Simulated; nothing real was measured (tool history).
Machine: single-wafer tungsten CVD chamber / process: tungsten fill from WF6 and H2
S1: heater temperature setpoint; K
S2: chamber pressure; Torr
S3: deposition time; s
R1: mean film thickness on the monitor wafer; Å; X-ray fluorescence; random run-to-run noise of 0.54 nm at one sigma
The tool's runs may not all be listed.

run 1 hour=0 | S1=673.15 S2=41.5 S3=28.5 | R1=988.32
run 2 hour=2.2 | S1=673.15 S2=38.5 S3=28.5 | R1=963.86
run 3 hour=4.9 | S1=673.15 S2=42.8 S3=28.5 | R1=991.72
run 4 hour=11 | S1=673.15 S2=39.3 S3=28.5 | R1=964.53
run 5 hour=16.1 | S1=673.15 S2=39.3 S3=27.2 | R1=927.63
run 6 hour=18.4 | S1=673.15 S2=39.3 S3=28.5 | R1=965.32
run 7 hour=20.2 | S1=677.15 S2=39.7 S3=28.5 | R1=1036.4

Run 8 comes next. What will it give?
-- hour=22.4 capacitance manometer re-zeroed and calibrated
run 8 hour=22.4 | S1=689.15 S2=41.1 S3=28.5 | R1=?

{"run 8": {"R1": 1301.4}}
